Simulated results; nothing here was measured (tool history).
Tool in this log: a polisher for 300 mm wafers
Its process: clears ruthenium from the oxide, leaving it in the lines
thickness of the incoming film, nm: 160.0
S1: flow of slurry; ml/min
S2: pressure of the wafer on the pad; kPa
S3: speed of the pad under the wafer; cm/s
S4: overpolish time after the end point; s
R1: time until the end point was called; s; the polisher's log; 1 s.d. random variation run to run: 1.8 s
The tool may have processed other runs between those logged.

run 1 hour=0.0 | S1=205 S2=18.6 S3=82 S4=16 | R1=130.47
run 2 hour=0.7 | S1=205 S2=17.9 S3=82 S4=16 | R1=136.65
run 3 hour=6.6 | S1=205 S2=17.9 S3=82 S4=16 | R1=138.96
run 4 hour=12.9 | S1=205 S2=20.0 S3=82 S4=16 | R1=123.77
run 5 hour=17.3 | S1=205 S2=24.1 S3=82 S4=16 | R1=102.87
run 6 hour=21.3 | S1=245 S2=24.1 S3=82 S4=16 | R1=103.41
run 7 hour=22.1 | S1=245 S2=19.3 S3=80 S4=16 | R1=127.30

What will run 8 give?
run 8 hour=30.2 | S1=240 S2=14.5 S3=78 S4=16 | R1=?

Run 8 came out at R1 174.46 s.
